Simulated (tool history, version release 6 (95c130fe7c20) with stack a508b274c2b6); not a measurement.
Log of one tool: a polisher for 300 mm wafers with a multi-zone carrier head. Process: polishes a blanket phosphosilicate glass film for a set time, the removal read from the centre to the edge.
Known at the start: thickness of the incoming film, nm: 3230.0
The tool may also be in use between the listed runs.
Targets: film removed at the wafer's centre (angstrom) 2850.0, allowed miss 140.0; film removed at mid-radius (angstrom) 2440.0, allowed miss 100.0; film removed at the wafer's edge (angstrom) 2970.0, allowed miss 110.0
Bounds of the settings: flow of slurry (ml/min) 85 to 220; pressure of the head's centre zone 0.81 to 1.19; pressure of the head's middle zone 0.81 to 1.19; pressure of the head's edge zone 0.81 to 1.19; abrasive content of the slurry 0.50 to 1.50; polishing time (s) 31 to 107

| run | day | flow of slurry (ml/min) | pressure of the head's centre zone | pressure of the head's middle zone | pressure of the head's edge zone | abrasive content of the slurry | polishing time (s) | film removed at the wafer's centre (angstrom) | film removed at mid-radius (angstrom) | film removed at the wafer's edge (angstrom) |
|---|---|---|---|---|---|---|---|---|---|---|
| 1 | 0.000 | 140 | 1.00 | 1.00 | 1.00 | 1.00 | 69 | 3796.7 | 4188.7 | 3976.1 |
| 2 | 0.254 | 160 | 1.00 | 1.00 | 1.00 | 1.00 | 69 | 3864.7 | 4292.1 | 4168.1 |
| 3 | 0.592 | 155 | 1.01 | 0.96 | 1.02 | 0.90 | 67 | 3604.6 | 3799.2 | 3875.1 |
| 4 | 0.696 | 120 | 1.01 | 0.96 | 1.02 | 0.90 | 67 | 3338.8 | 3534.3 | 3681.5 |
| 5 | 0.788 | 115 | 1.03 | 0.93 | 1.01 | 0.85 | 67 | 3347.8 | 3364.5 | 3656.3 |
| 6 | 0.900 | 110 | 1.05 | 0.91 | 1.00 | 0.75 | 66 | 3158.2 | 3104.6 | 3352.1 |
| 7 | 0.992 | 105 | 1.06 | 0.89 | 1.00 | 0.70 | 66 | 3042.3 | 2908.3 | 3207.8 |
|  | 1.046 | centre zone pressure recalibrated |
| 8 | 1.046 | 100 | 1.07 | 0.87 | 1.00 | 0.70 | 66 | 3301.9 | 2802.9 | 3217.2 |
| 9 | 1.354 | 100 | 1.06 | 0.86 | 1.00 | 0.65 | 66 | 3169.5 | 2762.1 | 3114.0 |
| 10 | 1.488 | 95 | 1.05 | 0.85 | 1.02 | 0.65 | 66 | 3042.1 | 2637.7 | 3129.5 |
| 11 | 1.717 | 95 | 1.04 | 0.84 | 1.02 | 0.65 | 66 | 3053.4 | 2638.4 | 3086.2 |
| 12 | 2.079 | 95 | 1.03 | 0.84 | 1.03 | 0.65 | 66 | 3060.2 | 2632.2 | 3069.9 |
| 13 | 2.375 | 95 | 1.03 | 0.84 | 1.03 | 0.65 | 66 | 3015.7 | 2630.8 | 3156.9 |
| 14 | 2.608 | 95 | 1.03 | 0.83 | 1.03 | 0.65 | 66 | 2978.3 | 2582.3 | 3080.2 |

5 next moves are on the table. One of them brings every result within its allowed miss. Which?
| A | 2.842 | 145 | 1.08 | 0.88 | 0.94 | 0.60 | 65 | ? | ? | ? |
| B | 2.842 | 95 | 0.95 | 0.87 | 1.08 | 0.70 | 62 | ? | ? | ? |
| C | 2.842 | 110 | 1.04 | 0.89 | 1.03 | 0.80 | 61 | ? | ? | ? |
| D | 2.842 | 85 | 0.99 | 0.81 | 0.96 | 0.85 | 60 | ? | ? | ? |
| E | 2.842 | 115 | 0.95 | 0.88 | 1.02 | 0.50 | 68 | ? | ? | ? |

| move | film removed at the wafer's centre (angstrom) | film removed at mid-radius (angstrom) | film removed at the wafer's edge (angstrom) |
|---|---|---|---|
| A | 3450.4 | 2871.1 | 3034.9 |
| B | 2754.2 | 2593.4 | 3060.0 |
| C | 3264.9 | 2864.2 | 3195.1 |
| D | 2862.6 | 2464.1 | 2950.8 |
| E | 2799.7 | 2639.5 | 2946.1 |
A: further off than the last run
B: further off than the last run
C: further off than the last run
D: meets every target
E: further off than the last run
Answer: D
